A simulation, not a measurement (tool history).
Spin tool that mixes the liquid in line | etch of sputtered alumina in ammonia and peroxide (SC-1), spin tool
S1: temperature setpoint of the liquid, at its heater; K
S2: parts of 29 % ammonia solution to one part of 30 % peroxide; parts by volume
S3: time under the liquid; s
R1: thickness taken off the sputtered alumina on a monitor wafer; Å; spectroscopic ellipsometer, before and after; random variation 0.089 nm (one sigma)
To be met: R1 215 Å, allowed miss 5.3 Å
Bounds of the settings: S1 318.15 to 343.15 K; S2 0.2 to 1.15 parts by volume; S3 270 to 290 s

run 1 hour=0 | S1=334.15 S2=0.65 S3=270 | R1=153.55
run 2 hour=7.1 | S1=334.15 S2=0.85 S3=270 | R1=156.75
run 3 hour=14.4 | S1=336.15 S2=0.85 S3=270 | R1=174.87
run 4 hour=16.8 | S1=337.15 S2=0.85 S3=270 | R1=184.02
run 5 hour=21.3 | S1=338.15 S2=0.85 S3=270 | R1=190.81
run 6 hour=24.5 | S1=338.65 S2=0.85 S3=270 | R1=197.44
run 7 hour=26.1 | S1=339.15 S2=0.85 S3=270 | R1=202.26
run 8 hour=30 | S1=339.65 S2=0.85 S3=270 | R1=205.67

Which of these 5 next moves meets every target?
run A hour=33.9 | S1=339.15 S2=0.75 S3=270 | R1=?
run B hour=33.9 | S1=339.65 S2=1.1 S3=290 | R1=?
run C hour=33.9 | S1=336.65 S2=1.15 S3=290 | R1=?
run D hour=33.9 | S1=338.65 S2=0.9 S3=290 | R1=?
run E hour=33.9 | S1=339.65 S2=0.85 S3=290 | R1=?

move=A R1=198.68
move=B R1=226.75
move=C R1=196.23
move=D R1=211.81
move=E R1=221.31
A: further off than the last run
B: takes the result that was furthest off past its target
C: further off than the last run
D: meets every target
E: takes the result that was furthest off past its target
The right move is D.
